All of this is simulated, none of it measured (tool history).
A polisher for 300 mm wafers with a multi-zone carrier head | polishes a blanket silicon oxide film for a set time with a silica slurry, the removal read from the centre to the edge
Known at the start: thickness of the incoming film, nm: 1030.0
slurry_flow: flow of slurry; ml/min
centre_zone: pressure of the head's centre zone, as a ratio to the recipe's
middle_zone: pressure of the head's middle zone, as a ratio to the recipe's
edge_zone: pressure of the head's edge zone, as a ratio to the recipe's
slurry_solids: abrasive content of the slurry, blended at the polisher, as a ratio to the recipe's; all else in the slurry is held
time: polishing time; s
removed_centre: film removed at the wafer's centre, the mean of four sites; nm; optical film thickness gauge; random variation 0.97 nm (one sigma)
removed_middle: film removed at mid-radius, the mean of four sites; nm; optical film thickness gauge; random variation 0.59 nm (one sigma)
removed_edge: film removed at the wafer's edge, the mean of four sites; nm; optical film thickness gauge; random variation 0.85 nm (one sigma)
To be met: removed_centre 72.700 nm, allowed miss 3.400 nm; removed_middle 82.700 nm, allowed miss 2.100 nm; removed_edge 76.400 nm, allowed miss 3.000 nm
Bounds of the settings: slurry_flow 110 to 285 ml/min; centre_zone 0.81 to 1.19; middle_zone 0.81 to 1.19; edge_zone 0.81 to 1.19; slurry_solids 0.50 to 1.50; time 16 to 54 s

| run | hour | slurry_flow | centre_zone | middle_zone | edge_zone | slurry_solids | time | removed_centre | removed_middle | removed_edge |
|---|---|---|---|---|---|---|---|---|---|---|
| 1 | 0.0 | 180 | 1.00 | 1.00 | 1.00 | 1.00 | 35 | 126.340 | 131.570 | 132.630 |
| 2 | 2.0 | 180 | 1.00 | 1.00 | 1.00 | 1.00 | 43 | 156.500 | 160.930 | 163.450 |
| 3 | 7.4 | 180 | 1.00 | 1.00 | 1.00 | 1.15 | 43 | 169.550 | 173.340 | 176.060 |
| 4 | 8.7 | 175 | 0.99 | 1.00 | 0.96 | 0.95 | 38 | 131.580 | 139.470 | 139.020 |
| 5 | 16.7 | 175 | 0.99 | 1.00 | 0.96 | 0.75 | 38 | 119.070 | 125.230 | 123.460 |
| 6 | 23.9 | 175 | 1.03 | 1.00 | 0.96 | 0.75 | 38 | 124.420 | 125.180 | 123.920 |
| 7 | 29.0 | 165 | 0.93 | 1.00 | 0.86 | 0.50 | 28 | 65.095 | 74.510 | 67.914 |
| 8 | 36.7 | 185 | 0.93 | 1.01 | 0.88 | 0.50 | 28 | 67.795 | 76.326 | 70.150 |
| 9 | 43.2 | 195 | 0.93 | 1.02 | 0.90 | 0.50 | 28 | 68.781 | 77.429 | 71.387 |
| 10 | 47.2 | 200 | 0.93 | 1.03 | 0.92 | 0.50 | 28 | 67.444 | 77.248 | 73.495 |
| 11 | 50.8 | 210 | 0.94 | 1.05 | 0.92 | 0.50 | 28 | 69.673 | 79.648 | 72.248 |
| 12 | 57.8 | 230 | 0.94 | 1.05 | 0.98 | 0.55 | 28 | 75.823 | 85.046 | 79.570 |
| 13 | 62.4 | 230 | 0.94 | 1.05 | 0.98 | 0.55 | 28 | 73.498 | 85.681 | 79.412 |

5 next moves are on the table. One of them brings every result within its allowed miss. Which?
| A | 67.0 | 255 | 1.00 | 0.99 | 0.89 | 0.60 | 27 | ? | ? | ? |
| B | 67.0 | 205 | 0.90 | 1.08 | 0.90 | 0.50 | 30 | ? | ? | ? |
| C | 67.0 | 230 | 0.89 | 1.03 | 0.99 | 0.50 | 31 | ? | ? | ? |
| D | 67.0 | 255 | 0.96 | 1.06 | 0.96 | 0.60 | 25 | ? | ? | ? |
| E | 67.0 | 160 | 0.93 | 1.13 | 0.90 | 0.55 | 29 | ? | ? | ? |

| move | removed_centre | removed_middle | removed_edge |
|---|---|---|---|
| A | 81.532 | 82.347 | 78.641 |
| B | 71.369 | 86.584 | 77.623 |
| C | 74.238 | 87.341 | 84.971 |
| D | 72.486 | 80.801 | 75.351 |
| E | 71.638 | 87.837 | 76.586 |
A: brings the result that was furthest off to its target, and leaves another outside
B: further off than the last run
C: further off than the last run
D: meets every target
E: further off than the last run
The right move is D.
